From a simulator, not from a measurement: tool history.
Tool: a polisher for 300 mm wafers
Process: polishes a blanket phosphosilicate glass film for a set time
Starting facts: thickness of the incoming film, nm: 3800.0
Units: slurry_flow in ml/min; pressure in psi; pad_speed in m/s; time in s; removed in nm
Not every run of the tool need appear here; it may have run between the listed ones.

Run 1, day 0: slurry_flow 160 ml/min, pressure 4.1 psi, pad_speed 1.06 m/s, slurry_solids 1, time 27 s. Result: removed 309.13 nm.
Run 2, day 0.317: slurry_flow 150 ml/min, pressure 3.6 psi, pad_speed 1.06 m/s, slurry_solids 1, time 27 s. Result: removed 267.66 nm.
Run 3, day 0.5: slurry_flow 150 ml/min, pressure 3.6 psi, pad_speed 1.06 m/s, slurry_solids 1.15, time 27 s. Result: removed 286.91 nm.
Run 4, day 0.608: slurry_flow 140 ml/min, pressure 3.2 psi, pad_speed 1.06 m/s, slurry_solids 1.15, time 27 s. Result: removed 250.71 nm.
Run 5, day 0.771: slurry_flow 175 ml/min, pressure 3.2 psi, pad_speed 1.06 m/s, slurry_solids 1.15, time 27 s. Result: removed 259.34 nm.
Run 6, day 1.1: slurry_flow 170 ml/min, pressure 2.9 psi, pad_speed 1.06 m/s, slurry_solids 1.15, time 27 s. Result: removed 237.2 nm.

Expected results for the next run?
Run 7, day 1.238: slurry_flow 165 ml/min, pressure 2.8 psi, pad_speed 1.06 m/s, slurry_solids 1.15, time 27 s. Result: removed ?.

removed: 228.23 nm
